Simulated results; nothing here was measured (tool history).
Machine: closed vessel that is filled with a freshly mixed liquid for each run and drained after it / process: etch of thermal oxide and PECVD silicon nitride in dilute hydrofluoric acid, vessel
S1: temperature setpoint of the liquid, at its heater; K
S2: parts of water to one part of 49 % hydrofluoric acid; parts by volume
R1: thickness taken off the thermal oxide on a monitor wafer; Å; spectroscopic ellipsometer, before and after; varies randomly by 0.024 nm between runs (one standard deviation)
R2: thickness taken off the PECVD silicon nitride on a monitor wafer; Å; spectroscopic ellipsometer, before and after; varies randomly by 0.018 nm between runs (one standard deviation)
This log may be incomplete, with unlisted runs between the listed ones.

{"run": 1, "hour": 0.0, "S1": 299.15, "S2": 100, "time in the liquid (s)": 335, "R1": 167.97, "R2": 143.45}
{"run": 2, "hour": 0.9, "S1": 298.15, "S2": 120, "time in the liquid (s)": 335, "R1": 131.59, "R2": 111.4}
{"run": 3, "hour": 2.3, "S1": 298.15, "S2": 135, "time in the liquid (s)": 335, "R1": 114.53, "R2": 100.18}
{"run": 4, "hour": 10.2, "S1": 298.15, "S2": 105, "time in the liquid (s)": 335, "R1": 153.18, "R2": 127.39}
{"run": 5, "hour": 18.2, "S1": 298.15, "S2": 90, "time in the liquid (s)": 335, "R1": 181.19, "R2": 148.34}
{"run": 6, "hour": 25.0, "S1": 297.65, "S2": 110, "time in the liquid (s)": 330, "R1": 140.04, "R2": 115.03}
{"run": 7, "hour": 33.9, "S1": 296.15, "S2": 150, "time in the liquid (s)": 315, "R1": 87.914, "R2": 74.309}
{"run": 8, "hour": 42.8, "S1": 295.65, "S2": 155, "time in the liquid (s)": 310, "R1": 82.183, "R2": 68.19}
{"run": 9, "hour": 48.8, "S1": 295.65, "S2": 160, "time in the liquid (s)": 300, "R1": 76.157, "R2": 63.906}
{"run": 10, "hour": 55.8, "S1": 295.65, "S2": 165, "time in the liquid (s)": 295, "R1": 72.221, "R2": 61.093}
{"run": 11, "hour": 59.9, "S1": 295.65, "S2": 170, "time in the liquid (s)": 290, "R1": 68.514, "R2": 58.326}
{"run": 12, "hour": 62.9, "S1": 295.65, "S2": 170, "time in the liquid (s)": 285, "R1": 67.831, "R2": 56.989}
{"run": 13, "hour": 67.6, "S1": 295.65, "S2": 180, "time in the liquid (s)": 270, "R1": 60.44, "R2": 51.375}

Run 14 comes next. What will it give?
{"run": 14, "hour": 75.7, "S1": 295.65, "S2": 180, "time in the liquid (s)": 265, "R1": "?", "R2": "?"}

R1: 58.801 Å
R2: 50.176 Å

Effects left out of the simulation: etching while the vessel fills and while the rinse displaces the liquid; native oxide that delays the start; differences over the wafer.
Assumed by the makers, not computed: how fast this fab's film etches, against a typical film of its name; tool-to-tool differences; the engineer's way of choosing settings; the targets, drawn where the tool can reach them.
